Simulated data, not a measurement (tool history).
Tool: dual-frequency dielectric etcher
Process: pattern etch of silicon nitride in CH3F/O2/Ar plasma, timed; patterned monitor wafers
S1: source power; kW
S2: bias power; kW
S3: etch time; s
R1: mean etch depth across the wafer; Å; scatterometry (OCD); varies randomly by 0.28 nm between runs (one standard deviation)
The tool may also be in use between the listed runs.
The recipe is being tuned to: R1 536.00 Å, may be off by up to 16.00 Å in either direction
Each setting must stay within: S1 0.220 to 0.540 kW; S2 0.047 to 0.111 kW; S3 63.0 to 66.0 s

run    day     S1     S2    S3      R1
  1  0.000  0.380  0.079  63.0  469.16
  2  0.300  0.390  0.080  63.0  474.48
  3  0.658  0.400  0.081  63.0  484.28
  4  0.925  0.410  0.082  63.0  494.43
  5  1.117  0.410  0.074  63.0  478.07
  6  1.267  0.420  0.075  63.0  486.74
  7  1.388  0.430  0.076  63.0  498.11
  8  1.562  0.440  0.076  63.0  496.89
  9  1.633  0.450  0.077  63.0  506.79

Below are 5 possible settings for the next run. Only one of them brings all results inside the allowed miss of their targets. Which is it?
  A  1.704  0.430  0.081  63.5   ?
  B  1.704  0.450  0.086  64.5   ?
  C  1.704  0.500  0.062  63.5   ?
  D  1.704  0.410  0.079  63.0   ?
  E  1.704  0.430  0.079  63.5   ?

move      R1
   A  508.68
   B  540.88
   C  498.31
   D  487.72
   E  503.94
A: nearer the targets than the last run, but a result is still out of spec
B: all results in spec
C: lands further from the targets than the last run did
D: lands further from the targets than the last run did
E: lands further from the targets than the last run did
B is the move that brings every result within its allowed miss.
